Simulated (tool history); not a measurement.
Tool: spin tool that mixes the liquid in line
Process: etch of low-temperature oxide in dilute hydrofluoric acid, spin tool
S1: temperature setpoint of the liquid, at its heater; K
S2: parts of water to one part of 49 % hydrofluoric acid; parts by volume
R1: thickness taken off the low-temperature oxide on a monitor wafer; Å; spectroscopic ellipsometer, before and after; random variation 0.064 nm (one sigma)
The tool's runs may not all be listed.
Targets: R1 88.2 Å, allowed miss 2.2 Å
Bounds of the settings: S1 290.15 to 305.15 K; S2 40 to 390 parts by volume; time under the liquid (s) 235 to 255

Run 1, hour 0: S1 297.15 K, S2 215 parts by volume, time under the liquid (s) 235. Result: R1 200.12 Å.
Run 2, hour 2.3: S1 295.65 K, S2 240 parts by volume, time under the liquid (s) 235. Result: R1 164.68 Å.
Run 3, hour 5: S1 297.65 K, S2 240 parts by volume, time under the liquid (s) 235. Result: R1 174.89 Å.
Run 4, hour 6.2: S1 295.65 K, S2 260 parts by volume, time under the liquid (s) 235. Result: R1 149.67 Å.
Run 5, hour 12.3: S1 293.15 K, S2 260 parts by volume, time under the liquid (s) 235. Result: R1 136.74 Å.
Run 6, hour 18: S1 292.65 K, S2 275 parts by volume, time under the liquid (s) 235. Result: R1 125.62 Å.
Run 7, hour 19: S1 292.15 K, S2 290 parts by volume, time under the liquid (s) 235. Result: R1 114.96 Å.
Run 8, hour 25.7: S1 291.65 K, S2 300 parts by volume, time under the liquid (s) 235. Result: R1 107.32 Å.
Run 9, hour 26.6: S1 291.15 K, S2 310 parts by volume, time under the liquid (s) 235. Result: R1 101.54 Å.
Run 10, hour 35.6: S1 291.15 K, S2 315 parts by volume, time under the liquid (s) 235. Result: R1 99.085 Å.

4 next moves are on the table. One of them brings every result within its allowed miss. Which?
Run A, hour 44.6: S1 290.15 K, S2 320 parts by volume, time under the liquid (s) 235. Result: R1 ?.
Run B, hour 44.6: S1 290.15 K, S2 330 parts by volume, time under the liquid (s) 250. Result: R1 ?.
Run C, hour 44.6: S1 290.15 K, S2 340 parts by volume, time under the liquid (s) 240. Result: R1 ?.
Run D, hour 44.6: S1 293.65 K, S2 300 parts by volume, time under the liquid (s) 235. Result: R1 ?.

move      R1
   A   94.87
   B  97.069
   C  89.713
   D  117.14
A: nearer than the last run, and not there yet
B: nearer than the last run, and not there yet
C: meets every target
D: further off than the last run
Move C is the one to make.
